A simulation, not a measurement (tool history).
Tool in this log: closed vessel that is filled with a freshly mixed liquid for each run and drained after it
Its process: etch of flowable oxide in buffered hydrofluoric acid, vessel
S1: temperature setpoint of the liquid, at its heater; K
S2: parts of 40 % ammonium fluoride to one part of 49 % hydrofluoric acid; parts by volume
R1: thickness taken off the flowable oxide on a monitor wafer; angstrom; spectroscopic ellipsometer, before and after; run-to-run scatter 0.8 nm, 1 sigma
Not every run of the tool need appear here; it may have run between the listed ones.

{"run": 1, "hour": 0.0, "S1": 297.15, "S2": 13.0, "time in the liquid (s)": 90, "R1": 2043.1}
{"run": 2, "hour": 8.3, "S1": 297.15, "S2": 11.5, "time in the liquid (s)": 90, "R1": 2296.1}
{"run": 3, "hour": 10.1, "S1": 295.65, "S2": 13.0, "time in the liquid (s)": 90, "R1": 1860.7}
{"run": 4, "hour": 13.3, "S1": 294.15, "S2": 14.0, "time in the liquid (s)": 90, "R1": 1599.4}
{"run": 5, "hour": 15.4, "S1": 293.15, "S2": 14.5, "time in the liquid (s)": 90, "R1": 1464.0}
{"run": 6, "hour": 19.4, "S1": 292.65, "S2": 15.0, "time in the liquid (s)": 90, "R1": 1375.9}

Forecast run 7:
{"run": 7, "hour": 25.0, "S1": 292.15, "S2": 15.5, "time in the liquid (s)": 90, "R1": "?"}

Logged for run 7: R1 1270.4 angstrom.

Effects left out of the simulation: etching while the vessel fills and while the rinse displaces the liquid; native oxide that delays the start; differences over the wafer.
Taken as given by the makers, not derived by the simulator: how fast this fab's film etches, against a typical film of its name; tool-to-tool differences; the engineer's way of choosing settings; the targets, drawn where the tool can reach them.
